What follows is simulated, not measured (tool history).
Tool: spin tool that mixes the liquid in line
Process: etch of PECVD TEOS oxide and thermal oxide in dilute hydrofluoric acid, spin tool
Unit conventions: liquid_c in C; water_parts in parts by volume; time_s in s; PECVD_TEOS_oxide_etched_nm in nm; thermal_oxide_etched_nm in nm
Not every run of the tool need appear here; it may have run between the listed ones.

run    day  liquid_c  water_parts  time_s  PECVD_TEOS_oxide_etched_nm  thermal_oxide_etched_nm
  1      0        22          155     145                      11.268                   3.5907
  2  0.062        24          150     145                      12.587                   4.0473
  3  0.208      25.5          145     145                       13.77                   4.4188
  4  0.262        22          145     145                      12.217                   3.9062
  5  0.588        24          140     145                      13.618                   4.4085
  6  0.725      25.5          135     145                      15.155                   4.9358
  7  1.017      26.5          135     145                      15.616                   4.9992
  8  1.071      27.5          135     145                       16.26                   5.2109

Run 9 is up next; what results do you expect?
  9  1.179        28          135     145                           ?                        ?

PECVD_TEOS_oxide_etched_nm: 16.61 nm
thermal_oxide_etched_nm: 5.3141 nm
